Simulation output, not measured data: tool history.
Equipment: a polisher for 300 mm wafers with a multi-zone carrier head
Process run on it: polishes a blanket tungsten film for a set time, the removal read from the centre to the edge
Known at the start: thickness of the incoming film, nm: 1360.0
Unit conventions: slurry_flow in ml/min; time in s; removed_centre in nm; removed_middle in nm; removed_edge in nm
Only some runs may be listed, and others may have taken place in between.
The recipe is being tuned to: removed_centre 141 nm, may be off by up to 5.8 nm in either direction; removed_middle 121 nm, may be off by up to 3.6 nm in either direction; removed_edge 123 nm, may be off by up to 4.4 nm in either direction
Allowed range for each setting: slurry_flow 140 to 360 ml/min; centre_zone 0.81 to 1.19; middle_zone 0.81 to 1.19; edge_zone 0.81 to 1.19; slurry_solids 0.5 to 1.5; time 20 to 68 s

run  hour  slurry_flow  centre_zone  middle_zone  edge_zone  slurry_solids  time  removed_centre  removed_middle  removed_edge
  1     0          230            1            1          1              1    44          185.43          187.62        183.82
  2   6.7          225         1.02         0.96       0.96           0.85    41          165.45          166.52        161.87
  3  13.3          225         1.02         0.96       0.96           0.85    50          206.97          200.89        203.54
  4  14.2          220         1.06         0.92       0.93           0.75    45          181.49          167.99        172.23
  5  23.1          220         1.09          0.9        0.9           0.65    42          171.18          150.51        154.42
  6  23.9          220         1.09          0.9       0.97           0.65    42          174.17          150.56        158.32
  7  31.5          220          1.1         0.89       0.94            0.6    40           161.1          141.19        147.63
  8  33.4          205         1.17         0.86       0.84            0.5    34           140.2          112.29        116.73
  9  42.3          215         1.16         0.87       0.86            0.5    34          139.05          111.89        116.97
 10  45.2          215         1.15         0.89       0.88           0.55    34          143.46          116.99        121.07

Which single option among these 4 for the next run brings every result within its allowed miss of target? Just one does.
  A  48.1          220         1.09         0.84       0.96            0.5    34               ?               ?             ?
  B  48.1          155         1.15         0.93       0.81            0.5    33               ?               ?             ?
  C  48.1          220            1         0.87       0.81            0.7    34               ?               ?             ?
  D  48.1          175         1.13         0.92        0.9            0.5    35               ?               ?             ?

move  removed_centre  removed_middle  removed_edge
   A          135.26          109.83        121.07
   B          134.16          112.85        109.09
   C          132.83          120.61        122.38
   D           141.4          119.74        120.34
A: its largest miss is bigger than the last run's
B: its largest miss is bigger than the last run's
C: gets the furthest-off result to its target, but another result is out of tolerance
D: all results land within tolerance of their targets
D meets every target.
